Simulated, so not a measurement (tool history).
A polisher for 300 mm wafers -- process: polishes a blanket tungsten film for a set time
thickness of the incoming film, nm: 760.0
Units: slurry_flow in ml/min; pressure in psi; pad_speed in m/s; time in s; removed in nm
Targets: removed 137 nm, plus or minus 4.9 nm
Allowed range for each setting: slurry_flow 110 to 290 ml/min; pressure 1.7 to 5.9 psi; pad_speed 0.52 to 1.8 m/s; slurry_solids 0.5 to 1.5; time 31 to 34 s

run	hour	slurry_flow	pressure	pad_speed	slurry_solids	time	removed
1	0	185	3.8	1.16	1	34	220.96
2	7.2	185	3.3	1.16	1	34	194.49
3	11.8	185	3.3	1.02	1	34	172.41
4	15.6	185	3.3	1.02	1	31	157.15
5	23.2	185	3.3	0.82	1	31	125.7
6	25.7	185	3.3	0.82	1	31	125.37
7	29.1	190	3.4	0.82	1	31	130.71
8	34.5	195	3.4	0.82	1	31	128.27
9	38.4	195	3.7	0.82	1	31	142.04

Which of these 5 next moves meets every target?
A	42.3	150	2.9	1.02	1	34	?
B	42.3	205	3.9	0.82	1.05	31	?
C	42.3	210	3.5	0.86	1.15	31	?
D	42.3	235	3.9	0.82	0.7	32	?
E	42.3	175	3.8	0.9	0.85	32	?

move	removed
A	148.26
B	154.13
C	151.02
D	139.18
E	153.75
A: the biggest miss grows against the last run
B: the biggest miss grows against the last run
C: the biggest miss grows against the last run
D: all results in spec
E: the biggest miss grows against the last run
So the answer is move D, the one that meets all the targets.
